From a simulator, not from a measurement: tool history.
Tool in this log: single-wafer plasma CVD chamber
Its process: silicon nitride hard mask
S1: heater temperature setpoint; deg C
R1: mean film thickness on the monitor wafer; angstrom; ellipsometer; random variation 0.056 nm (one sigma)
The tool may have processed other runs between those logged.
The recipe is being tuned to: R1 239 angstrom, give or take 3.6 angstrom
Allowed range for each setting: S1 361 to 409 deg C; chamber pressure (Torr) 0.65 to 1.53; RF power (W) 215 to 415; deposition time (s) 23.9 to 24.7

{"run": 1, "hour": 0.0, "S1": 385, "chamber pressure (Torr)": 1.09, "RF power (W)": 315, "deposition time (s)": 23.9, "R1": 276.77}
{"run": 2, "hour": 8.9, "S1": 375, "chamber pressure (Torr)": 1.09, "RF power (W)": 315, "deposition time (s)": 23.9, "R1": 277.62}
{"run": 3, "hour": 11.1, "S1": 383, "chamber pressure (Torr)": 1.09, "RF power (W)": 315, "deposition time (s)": 23.9, "R1": 277.3}
{"run": 4, "hour": 13.8, "S1": 383, "chamber pressure (Torr)": 0.98, "RF power (W)": 310, "deposition time (s)": 23.9, "R1": 265.23}
{"run": 5, "hour": 22.4, "S1": 375, "chamber pressure (Torr)": 0.98, "RF power (W)": 310, "deposition time (s)": 23.9, "R1": 266.29}
{"run": 6, "hour": 30.0, "S1": 375, "chamber pressure (Torr)": 0.9, "RF power (W)": 305, "deposition time (s)": 23.9, "R1": 254.79}
{"run": 7, "hour": 35.4, "S1": 375, "chamber pressure (Torr)": 0.85, "RF power (W)": 305, "deposition time (s)": 23.9, "R1": 249.18}
{"run": 8, "hour": 40.0, "S1": 375, "chamber pressure (Torr)": 0.82, "RF power (W)": 305, "deposition time (s)": 23.9, "R1": 246.49}
{"run": 9, "hour": 43.9, "S1": 375, "chamber pressure (Torr)": 0.8, "RF power (W)": 305, "deposition time (s)": 23.9, "R1": 243.74}
{"run": 10, "hour": 44.5, "S1": 375, "chamber pressure (Torr)": 0.79, "RF power (W)": 305, "deposition time (s)": 23.9, "R1": 244.04}

Pick the move, out of 4, that brings all results within their allowed miss; only one does.
{"run": "A", "hour": 45.1, "S1": 366, "chamber pressure (Torr)": 0.77, "RF power (W)": 320, "deposition time (s)": 23.9, "R1": "?"}
{"run": "B", "hour": 45.1, "S1": 373, "chamber pressure (Torr)": 0.69, "RF power (W)": 320, "deposition time (s)": 23.9, "R1": "?"}
{"run": "C", "hour": 45.1, "S1": 378, "chamber pressure (Torr)": 0.79, "RF power (W)": 315, "deposition time (s)": 24, "R1": "?"}
{"run": "D", "hour": 45.1, "S1": 380, "chamber pressure (Torr)": 0.71, "RF power (W)": 310, "deposition time (s)": 24.7, "R1": "?"}

move=A R1=252.02
move=B R1=240.81
move=C R1=251.41
move=D R1=245.01
A: its largest miss is bigger than the last run's
B: every result within its allowed miss
C: its largest miss is bigger than the last run's
D: its largest miss is bigger than the last run's
Answer: B
